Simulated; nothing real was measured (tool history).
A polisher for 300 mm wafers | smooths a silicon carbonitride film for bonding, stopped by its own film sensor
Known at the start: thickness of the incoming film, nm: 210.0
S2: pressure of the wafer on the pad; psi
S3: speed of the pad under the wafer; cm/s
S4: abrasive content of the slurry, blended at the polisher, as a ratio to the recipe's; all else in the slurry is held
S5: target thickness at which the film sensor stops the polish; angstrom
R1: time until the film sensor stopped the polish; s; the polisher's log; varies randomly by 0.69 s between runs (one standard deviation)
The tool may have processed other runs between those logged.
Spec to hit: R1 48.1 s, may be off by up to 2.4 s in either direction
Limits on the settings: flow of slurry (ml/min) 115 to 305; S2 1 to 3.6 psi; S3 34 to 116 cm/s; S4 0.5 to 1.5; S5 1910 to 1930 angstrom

run 1 hour=0 | flow_of_slurry_(ml/min)=195 S2=2.3 S3=74 S4=1 S5=1910 | R1=83.909
run 2 hour=8 | flow_of_slurry_(ml/min)=195 S2=2.7 S3=74 S4=1 S5=1910 | R1=72.471
run 3 hour=14 | flow_of_slurry_(ml/min)=195 S2=2.9 S3=76 S4=1 S5=1910 | R1=65.731
run 4 hour=15.9 | flow_of_slurry_(ml/min)=240 S2=2.9 S3=76 S4=1 S5=1910 | R1=63.709
run 5 hour=16.7 | flow_of_slurry_(ml/min)=240 S2=2.9 S3=76 S4=0.95 S5=1910 | R1=66.528
run 6 hour=20.1 | flow_of_slurry_(ml/min)=240 S2=3.1 S3=78 S4=0.95 S5=1910 | R1=61.137
run 7 hour=20.8 | flow_of_slurry_(ml/min)=240 S2=3.2 S3=80 S4=0.95 S5=1910 | R1=58.218
run 8 hour=22.1 | flow_of_slurry_(ml/min)=240 S2=3.3 S3=82 S4=0.95 S5=1910 | R1=54.353
run 9 hour=28.7 | flow_of_slurry_(ml/min)=240 S2=3.4 S3=82 S4=0.95 S5=1910 | R1=52.593

Which one of the following 5 next-run settings gets every result inside its allowed miss? There is exactly one.
run A hour=35.3 | flow_of_slurry_(ml/min)=305 S2=3.2 S3=98 S4=0.9 S5=1920 | R1=?
run B hour=35.3 | flow_of_slurry_(ml/min)=175 S2=3.3 S3=74 S4=1.05 S5=1920 | R1=?
run C hour=35.3 | flow_of_slurry_(ml/min)=275 S2=3.6 S3=116 S4=0.6 S5=1930 | R1=?
run D hour=35.3 | flow_of_slurry_(ml/min)=215 S2=3.5 S3=80 S4=0.75 S5=1920 | R1=?
run E hour=35.3 | flow_of_slurry_(ml/min)=210 S2=2.8 S3=96 S4=0.9 S5=1910 | R1=?

move=A R1=46.765
move=B R1=54.562
move=C R1=54.083
move=D R1=61.684
move=E R1=59.609
A: every result lands within tolerance
B: misses by more than the last run did
C: misses by more than the last run did
D: misses by more than the last run did
E: misses by more than the last run did
The move that meets every target is A.

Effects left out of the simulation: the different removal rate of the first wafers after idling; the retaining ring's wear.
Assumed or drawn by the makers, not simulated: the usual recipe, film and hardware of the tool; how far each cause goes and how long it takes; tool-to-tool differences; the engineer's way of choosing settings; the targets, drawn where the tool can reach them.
